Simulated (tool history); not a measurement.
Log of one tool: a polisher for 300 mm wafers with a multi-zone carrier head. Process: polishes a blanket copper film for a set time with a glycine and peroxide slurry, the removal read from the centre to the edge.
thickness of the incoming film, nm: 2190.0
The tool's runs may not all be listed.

run,hour,flow of slurry (ml/min),pressure of the head's centre zone,pressure of the head's middle zone,pressure of the head's edge zone,polishing time (s),film removed at the wafer's centre (nm),film removed at mid-radius (nm),film removed at the wafer's edge (nm)
1,0,170,1,1,1,72,379.62,365.93,383.17
2,3.6,170,1,1,1.05,72,385.66,373.81,388.73
3,9.2,170,0.94,1,1.05,72,371.04,383.45,384.25
4,17.3,155,0.9,0.99,1.1,80,388.19,397.22,433.37
5,22.4,170,0.89,1.03,1.12,84,408.41,452.92,460.76
6,24.1,170,0.89,0.95,1.12,84,410.99,429.68,466.45
7,26.4,170,0.89,0.95,1.12,84,413.39,418.09,462.47
8,26.9,180,0.88,0.98,1.14,87,424.46,455.47,486.99

Run 9 comes next. What will it give?
9,27.9,195,0.88,1,1.15,89,?,?,?

film removed at the wafer's centre (nm): 444.44
film removed at mid-radius (nm): 475.77
film removed at the wafer's edge (nm): 503.77
